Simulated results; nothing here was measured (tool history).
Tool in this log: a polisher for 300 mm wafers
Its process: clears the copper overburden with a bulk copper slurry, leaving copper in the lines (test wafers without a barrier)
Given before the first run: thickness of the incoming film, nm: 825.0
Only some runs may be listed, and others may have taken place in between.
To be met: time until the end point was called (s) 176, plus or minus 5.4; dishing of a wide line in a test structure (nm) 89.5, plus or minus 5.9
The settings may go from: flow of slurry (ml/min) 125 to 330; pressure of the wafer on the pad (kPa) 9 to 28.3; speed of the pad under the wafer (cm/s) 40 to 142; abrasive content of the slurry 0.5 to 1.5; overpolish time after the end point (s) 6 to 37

run    day  flow of slurry (ml/min)  pressure of the wafer on the pad (kPa)  speed of the pad under the wafer (cm/s)  abrasive content of the slurry  overpolish time after the end point (s)  time until the end point was called (s)  dishing of a wide line in a test structure (nm)
  1      0                      210                                    18.6                                       90                               1                                       19                                   98.756                                           109.55
  2  0.133                      205                                    15.9                                       88                               1                                       21                                   117.48                                           99.999
  3  0.458                      200                                    13.8                                       88                               1                                       23                                   136.88                                           90.542
  4  0.542                      200                                    13.8                                       88                               1                                       17                                   135.24                                           77.814
  5  0.617                      200                                    13.8                                       88                             0.8                                       17                                   146.21                                           70.962
  6  0.938                      200                                    10.3                                       88                             0.8                                       17                                   191.75                                           58.491
     1.004  -- head pressure recalibrated
  7  1.004                      200                                    10.3                                       88                             0.8                                       20                                    212.8                                           58.772
  8  1.233                      200                                      11                                       88                             0.8                                       22                                   201.01                                           67.153

Next run, 5 choices. One meets every target within its allowed miss, the rest don't. Which?
  A  1.462                      200                                      11                                       82                             0.9                                       15                                        ?                                                ?
  B  1.462                      150                                    10.3                                       82                            0.75                                       34                                        ?                                                ?
  C  1.462                      225                                    13.8                                       74                            0.95                                       29                                        ?                                                ?
  D  1.462                      190                                    13.1                                       94                             0.8                                       23                                        ?                                                ?
  E  1.462                      155                                    13.1                                       74                             0.7                                       30                                        ?                                                ?

move  time until the end point was called (s)  dishing of a wide line in a test structure (nm)
   A                                   201.97                                           49.746
   B                                   240.56                                           78.655
   C                                   173.75                                               92
   D                                   158.01                                            83.49
   E                                   215.62                                           81.007
A: moves away from the targets compared with the last run
B: moves away from the targets compared with the last run
C: hits every target within its allowed miss
D: pushes the last run's worst result past its target
E: moves away from the targets compared with the last run
The move that meets every target is C.
